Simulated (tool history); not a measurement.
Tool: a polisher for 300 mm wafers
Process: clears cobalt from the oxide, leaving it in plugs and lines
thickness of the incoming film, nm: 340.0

run,hour,flow of slurry (ml/min),pressure of the wafer on the pad (psi),speed of the pad under the wafer (m/s),overpolish time after the end point (s),time until the end point was called (s),dishing of a wide line in a test structure (angstrom)
1,0.0,255,2.5,1.06,25,44.049,558.20
2,1.2,255,2.5,1.06,30,43.187,570.58
3,7.8,255,2.2,1.06,30,47.745,557.86
4,9.7,255,2.0,1.04,31,53.419,561.37
5,11.6,255,2.0,1.04,24,52.146,528.60
6,15.2,255,1.8,1.04,26,56.623,537.31
7,17.1,255,1.7,1.04,26,59.435,532.70
8,20.6,255,1.7,1.04,26,58.879,532.85
9,24.3,255,1.6,1.04,27,62.323,523.51
10,31.2,255,1.5,1.04,28,64.414,531.31
11,37.5,255,1.4,1.04,28,68.319,529.48

The next listed run, before its measurement:
12,39.6,250,1.3,1.04,28,?,?

time until the end point was called (s): 70.183
dishing of a wide line in a test structure (angstrom): 514.75

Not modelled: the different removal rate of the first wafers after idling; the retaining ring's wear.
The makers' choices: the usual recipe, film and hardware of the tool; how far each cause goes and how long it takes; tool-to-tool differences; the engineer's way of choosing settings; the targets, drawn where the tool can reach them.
